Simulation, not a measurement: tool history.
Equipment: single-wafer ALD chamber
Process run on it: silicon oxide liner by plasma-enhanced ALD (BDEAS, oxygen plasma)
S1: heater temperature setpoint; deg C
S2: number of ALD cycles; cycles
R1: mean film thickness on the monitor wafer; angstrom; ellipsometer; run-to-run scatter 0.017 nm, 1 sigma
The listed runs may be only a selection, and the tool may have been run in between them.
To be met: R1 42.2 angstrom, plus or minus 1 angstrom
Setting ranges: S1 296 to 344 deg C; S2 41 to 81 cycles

{"run": 1, "hour": 0.0, "S1": 320, "S2": 61, "R1": 55.975}
{"run": 2, "hour": 7.5, "S1": 320, "S2": 55, "R1": 50.684}
{"run": 3, "hour": 8.9, "S1": 326, "S2": 55, "R1": 49.998}
{"run": 4, "hour": 16.8, "S1": 317, "S2": 55, "R1": 50.722}
{"hour": 25.1, "done": "thermocouple changed; heater temperature recalibrated"}
{"run": 5, "hour": 25.1, "S1": 310, "S2": 55, "R1": 51.061}
{"run": 6, "hour": 33.5, "S1": 310, "S2": 52, "R1": 48.017}
{"run": 7, "hour": 34.7, "S1": 310, "S2": 50, "R1": 46.161}
{"run": 8, "hour": 39.6, "S1": 310, "S2": 49, "R1": 45.393}

Exercise: of the 5 proposed moves below, exactly one satisfies all targets within the stated allowed misses. Which move is it?
{"run": "A", "hour": 44.5, "S1": 309, "S2": 43, "R1": "?"}
{"run": "B", "hour": 44.5, "S1": 316, "S2": 43, "R1": "?"}
{"run": "C", "hour": 44.5, "S1": 303, "S2": 53, "R1": "?"}
{"run": "D", "hour": 44.5, "S1": 303, "S2": 45, "R1": "?"}
{"run": "E", "hour": 44.5, "S1": 316, "S2": 48, "R1": "?"}

move=A R1=39.46
move=B R1=39.097
move=C R1=49.02
move=D R1=41.621
move=E R1=43.643
A: the result that was furthest off in the last run now lies on the other side of its target
B: the result that was furthest off in the last run now lies on the other side of its target
C: moves away from the targets compared with the last run
D: each result inside its tolerance
E: nearer the targets than the last run, but a result is still out of spec
D meets every target.

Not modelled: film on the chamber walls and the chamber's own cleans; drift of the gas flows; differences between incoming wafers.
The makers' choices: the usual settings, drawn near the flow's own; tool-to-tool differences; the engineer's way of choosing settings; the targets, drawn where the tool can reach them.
